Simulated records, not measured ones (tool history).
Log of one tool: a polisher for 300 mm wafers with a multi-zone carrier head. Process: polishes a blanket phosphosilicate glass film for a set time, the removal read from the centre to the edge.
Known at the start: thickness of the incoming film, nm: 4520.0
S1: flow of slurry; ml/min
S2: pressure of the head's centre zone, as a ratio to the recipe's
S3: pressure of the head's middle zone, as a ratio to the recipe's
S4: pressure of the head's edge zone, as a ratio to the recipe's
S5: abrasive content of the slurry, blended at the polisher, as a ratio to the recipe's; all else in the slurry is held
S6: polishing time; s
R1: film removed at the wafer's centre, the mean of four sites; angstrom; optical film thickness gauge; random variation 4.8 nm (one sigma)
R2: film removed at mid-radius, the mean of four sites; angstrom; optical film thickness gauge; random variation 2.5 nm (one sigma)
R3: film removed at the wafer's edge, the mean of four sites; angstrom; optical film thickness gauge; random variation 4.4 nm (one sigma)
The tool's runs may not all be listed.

Run 1, hour 0.0: S1 170 ml/min, S2 1.00, S3 1.00, S4 1.00, S5 1.0, S6 52 s. Result: R1 3830.1 angstrom, R2 3692.3 angstrom, R3 3799.5 angstrom.
Run 2, hour 4.5: S1 170 ml/min, S2 1.00, S3 1.00, S4 0.92, S5 1.0, S6 52 s. Result: R1 3757.2 angstrom, R2 3725.9 angstrom, R3 3690.5 angstrom.
Run 3, hour 13.2: S1 160 ml/min, S2 0.99, S3 0.98, S4 0.95, S5 1.0, S6 52 s. Result: R1 3775.7 angstrom, R2 3604.9 angstrom, R3 3608.7 angstrom.
Run 4, hour 20.9: S1 160 ml/min, S2 0.95, S3 0.98, S4 0.95, S5 1.0, S6 52 s. Result: R1 3606.9 angstrom, R2 3602.0 angstrom, R3 3734.9 angstrom.
Run 5, hour 27.2: S1 160 ml/min, S2 0.94, S3 0.96, S4 0.97, S5 1.0, S6 52 s. Result: R1 3702.5 angstrom, R2 3551.8 angstrom, R3 3712.4 angstrom.
Run 6, hour 28.7: S1 135 ml/min, S2 0.94, S3 0.96, S4 0.97, S5 1.0, S6 52 s. Result: R1 3506.6 angstrom, R2 3408.5 angstrom, R3 3607.4 angstrom.

The next listed run, before its measurement:
Run 7, hour 32.9: S1 135 ml/min, S2 0.93, S3 0.95, S4 1.00, S5 1.0, S6 52 s. Result: R1 ?, R2 ?, R3 ?.

R1: 3435.9 angstrom
R2: 3413.4 angstrom
R3: 3706.0 angstrom
